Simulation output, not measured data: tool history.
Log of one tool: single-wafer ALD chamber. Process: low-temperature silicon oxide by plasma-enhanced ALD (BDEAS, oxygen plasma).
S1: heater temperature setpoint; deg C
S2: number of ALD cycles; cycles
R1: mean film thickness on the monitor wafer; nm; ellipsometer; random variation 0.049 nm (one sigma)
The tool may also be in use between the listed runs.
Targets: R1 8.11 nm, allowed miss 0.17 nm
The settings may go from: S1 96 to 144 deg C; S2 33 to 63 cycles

run	hour	S1	S2	R1
1	0	120	48	6.7097
2	4.4	115	48	6.7464
3	5.8	115	51	7.2481
4	10.3	114	53	7.4313
5	14.8	125	53	7.3434
6	16.5	124	54	7.5634
7	22.2	124	55	7.648
# hour 30.5: thermocouple changed; heater temperature recalibrated
8	30.5	123	56	7.8567

Which of these 4 next moves meets every target?
A	38.8	122	57	?
B	38.8	119	60	?
C	38.8	123	61	?
D	38.8	115	60	?

move	R1
A	8.0156
B	8.4829
C	8.5627
D	8.5436
A: meets every target
B: takes the result that was furthest off past its target
C: takes the result that was furthest off past its target
D: takes the result that was furthest off past its target
The right move is A.

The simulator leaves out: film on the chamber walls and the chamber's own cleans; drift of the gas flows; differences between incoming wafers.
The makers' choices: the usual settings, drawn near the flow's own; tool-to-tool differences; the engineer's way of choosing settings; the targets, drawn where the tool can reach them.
